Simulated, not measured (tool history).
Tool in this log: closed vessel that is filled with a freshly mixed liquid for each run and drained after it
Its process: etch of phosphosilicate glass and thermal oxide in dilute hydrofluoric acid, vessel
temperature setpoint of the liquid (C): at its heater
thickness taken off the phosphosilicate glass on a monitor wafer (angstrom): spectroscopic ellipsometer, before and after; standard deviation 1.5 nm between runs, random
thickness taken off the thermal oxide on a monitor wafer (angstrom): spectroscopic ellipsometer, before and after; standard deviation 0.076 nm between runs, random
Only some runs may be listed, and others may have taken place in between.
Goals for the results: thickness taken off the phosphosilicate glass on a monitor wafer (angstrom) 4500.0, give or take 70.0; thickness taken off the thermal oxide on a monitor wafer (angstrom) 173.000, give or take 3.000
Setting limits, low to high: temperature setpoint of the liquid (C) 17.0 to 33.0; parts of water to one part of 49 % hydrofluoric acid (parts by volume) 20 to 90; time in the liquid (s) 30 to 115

| run | day | temperature setpoint of the liquid (C) | parts of water to one part of 49 % hydrofluoric acid (parts by volume) | time in the liquid (s) | thickness taken off the phosphosilicate glass on a monitor wafer (angstrom) | thickness taken off the thermal oxide on a monitor wafer (angstrom) |
|---|---|---|---|---|---|---|
| 1 | 0.000 | 25.0 | 50 | 60 | 1490.0 | 57.262 |
| 2 | 0.104 | 25.0 | 50 | 50 | 1240.7 | 47.877 |
| 3 | 0.250 | 25.0 | 35 | 50 | 1822.5 | 69.778 |
| 4 | 0.592 | 25.0 | 35 | 65 | 2366.0 | 90.810 |
| 5 | 0.708 | 26.5 | 30 | 65 | 2956.8 | 114.130 |
| 6 | 1.021 | 29.5 | 30 | 65 | 3346.0 | 128.010 |
| 7 | 1.117 | 30.0 | 30 | 65 | 3391.9 | 131.620 |
| 8 | 1.279 | 30.5 | 30 | 65 | 3457.2 | 134.330 |
| 9 | 1.571 | 31.0 | 30 | 65 | 3546.2 | 137.290 |
| 10 | 1.754 | 31.5 | 30 | 65 | 3631.9 | 138.820 |
| 11 | 2.108 | 32.0 | 30 | 65 | 3699.7 | 141.330 |

Next run, 4 choices. One meets every target within its allowed miss, the rest don't. Which?
| A | 2.462 | 31.5 | 30 | 85 | ? | ? |
| B | 2.462 | 33.0 | 30 | 80 | ? | ? |
| C | 2.462 | 33.0 | 20 | 50 | ? | ? |
| D | 2.462 | 33.0 | 25 | 65 | ? | ? |

| move | thickness taken off the phosphosilicate glass on a monitor wafer (angstrom) | thickness taken off the thermal oxide on a monitor wafer (angstrom) |
|---|---|---|
| A | 4730.4 | 182.490 |
| B | 4722.9 | 182.200 |
| C | 4505.5 | 173.810 |
| D | 4644.7 | 179.180 |
A: moves the result that the last run missed by most past its target, out the other side
B: moves the result that the last run missed by most past its target, out the other side
C: each result inside its tolerance
D: moves the result that the last run missed by most past its target, out the other side
Move C is the one to make.
